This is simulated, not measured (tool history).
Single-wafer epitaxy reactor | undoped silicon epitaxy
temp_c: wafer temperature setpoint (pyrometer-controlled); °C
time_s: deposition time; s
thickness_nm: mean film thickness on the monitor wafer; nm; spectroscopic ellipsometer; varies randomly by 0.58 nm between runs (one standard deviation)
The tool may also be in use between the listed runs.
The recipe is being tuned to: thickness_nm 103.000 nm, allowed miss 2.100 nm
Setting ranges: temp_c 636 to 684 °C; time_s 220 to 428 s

run  hour  temp_c  time_s  thickness_nm
  1   0.0     660     324        59.218
  2   1.5     668     329        72.811
  3   5.7     673     330        81.464
  4   9.2     673     308        76.490
  5  15.0     673     342        85.533
  6  16.4     675     342        89.354
  7  18.2     677     342        93.249
  8  22.1     678     342        96.016
  9  29.5     682     342       106.100

Below are 4 possible settings for the next run. Only one of them brings all results inside the allowed miss of their targets. Which is it?
  A  36.9     683     340             ?
  B  36.9     681     364             ?
  C  36.9     681     346             ?
  D  36.9     682     364             ?

move  thickness_nm
   A       107.700
   B       110.110
   C       104.670
   D       112.680
A: further off than the last run
B: further off than the last run
C: every result within its allowed miss
D: further off than the last run
Correct choice: C, which meets every target
